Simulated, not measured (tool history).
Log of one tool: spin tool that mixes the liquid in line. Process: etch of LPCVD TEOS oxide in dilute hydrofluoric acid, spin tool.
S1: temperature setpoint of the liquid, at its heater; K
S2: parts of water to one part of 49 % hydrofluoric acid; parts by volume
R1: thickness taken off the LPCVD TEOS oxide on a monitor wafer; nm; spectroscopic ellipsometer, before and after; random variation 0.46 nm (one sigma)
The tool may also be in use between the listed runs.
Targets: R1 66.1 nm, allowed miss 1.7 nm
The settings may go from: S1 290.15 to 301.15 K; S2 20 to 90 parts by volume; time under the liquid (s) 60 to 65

run 1 hour=0 | S1=293.15 S2=50 time_under_the_liquid_(s)=60 | R1=47.805
run 2 hour=2.2 | S1=290.65 S2=50 time_under_the_liquid_(s)=60 | R1=42.479
run 3 hour=7.1 | S1=291.65 S2=50 time_under_the_liquid_(s)=60 | R1=44.09
run 4 hour=8.5 | S1=292.65 S2=50 time_under_the_liquid_(s)=60 | R1=46.502
run 5 hour=15.9 | S1=292.65 S2=65 time_under_the_liquid_(s)=60 | R1=34.901
run 6 hour=16.8 | S1=290.15 S2=65 time_under_the_liquid_(s)=60 | R1=31.689
run 7 hour=25.7 | S1=294.15 S2=45 time_under_the_liquid_(s)=60 | R1=55.02
-- hour=28.3 hydrofluoric acid flow meter replaced
run 8 hour=28.3 | S1=294.65 S2=45 time_under_the_liquid_(s)=60 | R1=60.576
run 9 hour=33.9 | S1=295.65 S2=45 time_under_the_liquid_(s)=60 | R1=62.796

4 next moves are on the table. One of them brings every result within its allowed miss. Which?
run A hour=39.5 | S1=295.15 S2=45 time_under_the_liquid_(s)=65 | R1=?
run B hour=39.5 | S1=294.15 S2=45 time_under_the_liquid_(s)=60 | R1=?
run C hour=39.5 | S1=295.65 S2=40 time_under_the_liquid_(s)=60 | R1=?
run D hour=39.5 | S1=295.15 S2=45 time_under_the_liquid_(s)=60 | R1=?

move=A R1=67.258
move=B R1=59.523
move=C R1=71.784
move=D R1=62.085
A: meets every target
B: further off than the last run
C: takes the result that was furthest off past its target
D: further off than the last run
Answer: A
